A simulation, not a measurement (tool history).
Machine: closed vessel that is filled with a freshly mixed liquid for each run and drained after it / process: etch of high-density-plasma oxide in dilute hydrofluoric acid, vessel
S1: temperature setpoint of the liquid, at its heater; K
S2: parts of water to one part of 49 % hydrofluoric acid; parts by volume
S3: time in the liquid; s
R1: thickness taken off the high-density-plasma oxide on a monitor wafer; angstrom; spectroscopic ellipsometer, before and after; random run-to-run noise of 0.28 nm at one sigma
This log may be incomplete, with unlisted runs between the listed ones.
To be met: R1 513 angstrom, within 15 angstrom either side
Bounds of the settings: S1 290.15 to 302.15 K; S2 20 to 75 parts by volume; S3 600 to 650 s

run,hour,S1,S2,S3,R1
1,0,294.15,45,600,638.68
2,1.5,294.15,35,600,816.7
3,9.5,296.65,35,600,914.32
4,12.5,294.65,40,600,728.55
5,19.2,293.15,40,600,685.89
6,23.5,291.65,40,600,644.45
7,29.8,291.15,40,600,625.03
8,36.2,290.65,40,600,620.82
9,41.9,290.15,45,600,530.94
10,51.2,290.15,45,600,530.83
11,59.1,290.65,45,600,543.17
12,61.3,290.15,45,600,533.18
13,62.6,290.65,45,600,544.24
14,69,290.15,45,600,530.08
15,77.2,290.65,45,600,538.53
16,82,290.15,45,600,528.58
17,86.9,290.65,45,600,538.72
18,94.2,290.15,45,600,536.37
19,102.2,290.65,45,600,542.75
20,108.2,290.15,45,600,532.64
21,116.2,290.65,45,600,543
22,117.4,290.15,45,600,528.64
23,120.8,290.15,45,600,536.21

Exactly one of the 4 candidate moves below puts every result within its allowed miss. Which one?
A,124.2,290.15,50,605,?
B,124.2,290.65,50,635,?
C,124.2,290.15,45,605,?
D,124.2,290.15,50,600,?

move,R1
A,481.52
B,516.49
C,538.02
D,477.54
A: moves the result that the last run missed by most past its target, out the other side
B: every result lands within tolerance
C: misses by more than the last run did
D: moves the result that the last run missed by most past its target, out the other side
B is the move that brings every result within its allowed miss.
